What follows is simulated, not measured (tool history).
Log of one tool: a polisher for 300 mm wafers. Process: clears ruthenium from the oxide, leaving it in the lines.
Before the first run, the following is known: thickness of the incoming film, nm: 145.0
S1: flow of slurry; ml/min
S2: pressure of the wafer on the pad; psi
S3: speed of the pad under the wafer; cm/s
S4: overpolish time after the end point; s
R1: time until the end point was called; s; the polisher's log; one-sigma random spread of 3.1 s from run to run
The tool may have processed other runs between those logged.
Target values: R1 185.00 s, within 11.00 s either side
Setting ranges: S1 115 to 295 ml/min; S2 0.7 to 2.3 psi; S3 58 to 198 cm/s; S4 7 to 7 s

run	hour	S1	S2	S3	S4	R1
1	0.0	190	1.5	128	7	137.62
2	8.6	190	1.4	126	7	149.61
3	15.5	190	1.4	156	7	119.71
4	17.8	190	1.4	156	7	123.14
5	22.1	190	1.3	154	7	129.78
6	25.5	190	1.0	154	7	156.89
7	28.7	190	0.7	150	7	200.14
8	29.5	190	0.7	150	7	199.31

Which of these 4 next moves meets every target?
A	30.3	180	0.8	178	7	?
B	30.3	200	0.8	154	7	?
C	30.3	180	0.7	150	7	?
D	30.3	185	0.7	136	7	?

move	R1
A	160.85
B	180.86
C	203.94
D	221.72
A: takes the biggest miss from the last run beyond its target
B: every result within its allowed miss
C: the biggest miss grows against the last run
D: the biggest miss grows against the last run
Move B is the one to make.
